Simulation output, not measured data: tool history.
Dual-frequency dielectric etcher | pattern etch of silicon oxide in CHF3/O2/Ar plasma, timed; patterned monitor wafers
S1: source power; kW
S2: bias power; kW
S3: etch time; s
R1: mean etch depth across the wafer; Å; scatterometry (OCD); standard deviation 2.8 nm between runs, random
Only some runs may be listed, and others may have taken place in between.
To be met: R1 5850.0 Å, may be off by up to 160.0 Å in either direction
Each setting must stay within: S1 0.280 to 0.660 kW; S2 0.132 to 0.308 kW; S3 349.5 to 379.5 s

run 1 hour=0.0 | S1=0.470 S2=0.220 S3=379.5 | R1=7658.1
run 2 hour=8.9 | S1=0.410 S2=0.220 S3=379.5 | R1=7296.6
run 3 hour=10.9 | S1=0.370 S2=0.220 S3=379.5 | R1=6962.3
run 4 hour=15.7 | S1=0.350 S2=0.206 S3=374.0 | R1=6614.4
run 5 hour=23.6 | S1=0.330 S2=0.197 S3=370.5 | R1=6230.6
run 6 hour=32.5 | S1=0.380 S2=0.197 S3=370.5 | R1=6626.5
run 7 hour=40.7 | S1=0.350 S2=0.191 S3=369.0 | R1=6326.0
run 8 hour=44.0 | S1=0.330 S2=0.188 S3=368.5 | R1=6170.1
run 9 hour=52.2 | S1=0.320 S2=0.186 S3=368.0 | R1=6043.0

Next run, 4 choices. One meets every target within its allowed miss, the rest don't. Which?
run A hour=60.4 | S1=0.300 S2=0.220 S3=349.5 | R1=?
run B hour=60.4 | S1=0.330 S2=0.199 S3=379.5 | R1=?
run C hour=60.4 | S1=0.280 S2=0.197 S3=351.0 | R1=?
run D hour=60.4 | S1=0.280 S2=0.145 S3=373.5 | R1=?

move=A R1=5862.6
move=B R1=6428.2
move=C R1=5524.8
move=D R1=5379.7
A: every result within its allowed miss
B: lands further from the targets than the last run did
C: takes the biggest miss from the last run beyond its target
D: takes the biggest miss from the last run beyond its target
The move that meets every target is A.

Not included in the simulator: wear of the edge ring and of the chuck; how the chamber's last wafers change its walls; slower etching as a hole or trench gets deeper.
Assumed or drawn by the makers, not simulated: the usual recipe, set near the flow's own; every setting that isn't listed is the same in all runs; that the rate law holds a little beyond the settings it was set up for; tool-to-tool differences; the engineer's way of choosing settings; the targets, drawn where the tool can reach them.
